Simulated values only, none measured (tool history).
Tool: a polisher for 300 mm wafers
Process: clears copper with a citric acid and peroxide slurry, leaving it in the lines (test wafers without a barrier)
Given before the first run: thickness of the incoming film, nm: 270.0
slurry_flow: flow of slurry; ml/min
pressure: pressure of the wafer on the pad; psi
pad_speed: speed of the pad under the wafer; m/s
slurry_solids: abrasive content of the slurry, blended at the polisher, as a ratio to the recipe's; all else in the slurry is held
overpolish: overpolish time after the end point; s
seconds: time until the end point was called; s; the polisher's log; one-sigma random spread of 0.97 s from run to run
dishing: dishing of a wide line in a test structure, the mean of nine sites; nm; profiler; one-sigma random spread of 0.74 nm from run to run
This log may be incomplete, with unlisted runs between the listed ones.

| run | day | slurry_flow | pressure | pad_speed | slurry_solids | overpolish | seconds | dishing |
|---|---|---|---|---|---|---|---|---|
| 1 | 0 | 240 | 2.4 | 1.42 | 1 | 29 | 95.114 | 42.305 |
| 2 | 0.108 | 240 | 2.4 | 1.42 | 1.1 | 29 | 92.972 | 41.762 |
| 3 | 0.433 | 240 | 2.4 | 1.42 | 1.3 | 29 | 90.125 | 42.977 |
| 4 | 0.758 | 240 | 2.5 | 1.42 | 1.3 | 30 | 85.089 | 43.95 |
| 5 | 0.9 | 240 | 2.6 | 1.42 | 1.3 | 31 | 83.236 | 45.974 |
| 6 | 0.971 | 240 | 2.7 | 1.42 | 1.3 | 32 | 76.72 | 48.445 |
| 7 | 1.083 | 240 | 2.8 | 1.42 | 1.3 | 33 | 76.553 | 51.212 |
| 8 | 1.288 | 240 | 2.9 | 1.42 | 1.3 | 33 | 76.112 | 51.732 |

Run 9, settings as shown, results not yet in. Your forecast:
| 9 | 1.467 | 240 | 3 | 1.42 | 1.3 | 33 | ? | ? |

{"run 9": {"seconds": 70.56, "dishing": 52.021}}
